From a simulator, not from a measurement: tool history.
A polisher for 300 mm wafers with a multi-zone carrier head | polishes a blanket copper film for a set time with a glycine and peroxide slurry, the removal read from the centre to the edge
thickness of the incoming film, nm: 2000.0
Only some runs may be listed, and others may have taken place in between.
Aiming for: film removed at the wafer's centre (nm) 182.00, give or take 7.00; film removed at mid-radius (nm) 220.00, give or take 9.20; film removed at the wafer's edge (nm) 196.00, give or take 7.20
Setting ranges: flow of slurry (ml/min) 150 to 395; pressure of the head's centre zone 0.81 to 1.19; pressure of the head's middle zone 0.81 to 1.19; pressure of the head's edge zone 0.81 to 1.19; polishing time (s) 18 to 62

run	hour	flow of slurry (ml/min)	pressure of the head's centre zone	pressure of the head's middle zone	pressure of the head's edge zone	polishing time (s)	film removed at the wafer's centre (nm)	film removed at mid-radius (nm)	film removed at the wafer's edge (nm)
1	0.0	250	1.00	1.00	1.00	40	222.57	220.98	216.87
2	1.2	250	1.00	1.00	0.96	40	221.62	222.14	220.14
3	6.0	245	0.98	1.03	0.96	39	212.83	220.96	211.48
4	12.3	245	0.98	1.03	0.96	47	252.48	256.81	251.91
5	20.9	245	0.98	1.03	0.96	54	294.21	296.23	288.31
6	22.5	245	0.96	1.06	0.95	49	259.55	282.54	263.31
7	30.7	245	0.95	1.06	0.94	45	229.55	262.81	240.43
8	32.7	245	0.95	1.06	0.94	45	238.74	261.34	242.45
9	33.9	240	0.93	1.07	0.94	42	217.19	242.98	226.63
10	37.8	240	0.92	1.08	0.93	40	205.88	227.17	211.32
11	43.0	235	0.89	1.10	0.92	40	195.06	230.70	211.61
12	50.4	225	0.89	1.10	0.90	39	188.93	229.71	204.45

Next run, 5 choices. One meets every target within its allowed miss, the rest don't. Which?
A	57.8	225	0.96	1.09	0.94	37	?	?	?
B	57.8	270	0.83	1.09	0.92	40	?	?	?
C	57.8	380	0.90	1.14	0.98	35	?	?	?
D	57.8	215	0.93	1.11	0.90	40	?	?	?
E	57.8	150	0.89	1.17	0.81	44	?	?	?

move	film removed at the wafer's centre (nm)	film removed at mid-radius (nm)	film removed at the wafer's edge (nm)
A	192.52	210.31	199.09
B	184.52	233.01	217.25
C	181.76	216.88	199.97
D	200.08	228.53	210.42
E	194.83	242.77	211.17
A: the furthest-off result lands on target, but another misses its tolerance
B: its largest miss is bigger than the last run's
C: in spec on every target
D: its largest miss is bigger than the last run's
E: its largest miss is bigger than the last run's
Answer: C
